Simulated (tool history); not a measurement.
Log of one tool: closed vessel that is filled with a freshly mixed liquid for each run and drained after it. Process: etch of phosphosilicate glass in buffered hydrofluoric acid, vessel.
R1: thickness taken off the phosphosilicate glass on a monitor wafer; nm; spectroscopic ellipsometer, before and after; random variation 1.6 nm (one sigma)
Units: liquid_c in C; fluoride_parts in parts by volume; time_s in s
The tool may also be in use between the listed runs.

{"run": 1, "day": 0.0, "liquid_c": 25, "fluoride_parts": 9.5, "time_s": 100, "R1": 295.06}
{"run": 2, "day": 0.217, "liquid_c": 25, "fluoride_parts": 9.5, "time_s": 100, "R1": 292.9}
{"run": 3, "day": 0.467, "liquid_c": 26.5, "fluoride_parts": 9.5, "time_s": 100, "R1": 320.36}
{"run": 4, "day": 0.729, "liquid_c": 27.5, "fluoride_parts": 9.5, "time_s": 100, "R1": 336.44}
{"day": 1.062, "done": "hydrofluoric acid flow meter replaced"}
{"run": 5, "day": 1.062, "liquid_c": 26, "fluoride_parts": 9.5, "time_s": 100, "R1": 328.16}
{"run": 6, "day": 1.258, "liquid_c": 27, "fluoride_parts": 9.5, "time_s": 100, "R1": 343.82}

The next listed run, before its measurement:
{"run": 7, "day": 1.488, "liquid_c": 27.5, "fluoride_parts": 9.5, "time_s": 100, "R1": "?"}

Run 7 gave R1 353.62 nm.
